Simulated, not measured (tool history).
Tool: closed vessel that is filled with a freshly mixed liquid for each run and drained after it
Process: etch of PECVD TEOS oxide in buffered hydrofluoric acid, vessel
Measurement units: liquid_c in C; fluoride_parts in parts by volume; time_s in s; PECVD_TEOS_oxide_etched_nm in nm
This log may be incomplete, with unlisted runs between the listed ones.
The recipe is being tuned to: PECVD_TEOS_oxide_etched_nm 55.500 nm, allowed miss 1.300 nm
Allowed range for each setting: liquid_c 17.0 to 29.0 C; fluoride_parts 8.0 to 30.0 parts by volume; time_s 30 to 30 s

run	hour	liquid_c	fluoride_parts	time_s	PECVD_TEOS_oxide_etched_nm
1	0.0	21.0	22.5	30	26.137
2	3.6	21.0	27.0	30	23.183
3	6.8	21.0	30.0	30	21.485
4	14.0	22.5	27.0	30	25.217
5	16.8	23.5	24.5	30	28.406
6	19.2	24.5	22.0	30	32.106
7	26.2	25.5	20.0	30	36.029
# hour 29.9: thermometer replaced
8	29.9	29.0	13.0	30	61.762
9	31.9	28.5	13.0	30	60.140
10	37.2	27.5	13.0	30	56.890

Below are 4 possible settings for the next run. Only one of them brings all results inside the allowed miss of their targets. Which is it?
A	42.5	28.5	14.0	30	?
B	42.5	26.0	11.5	30	?
C	42.5	27.0	12.5	30	?
D	42.5	27.5	12.5	30	?

move	PECVD_TEOS_oxide_etched_nm
A	55.944
B	59.329
C	57.704
D	59.267
A: every result lands within tolerance
B: the biggest miss grows against the last run
C: the biggest miss grows against the last run
D: the biggest miss grows against the last run
Answer: A

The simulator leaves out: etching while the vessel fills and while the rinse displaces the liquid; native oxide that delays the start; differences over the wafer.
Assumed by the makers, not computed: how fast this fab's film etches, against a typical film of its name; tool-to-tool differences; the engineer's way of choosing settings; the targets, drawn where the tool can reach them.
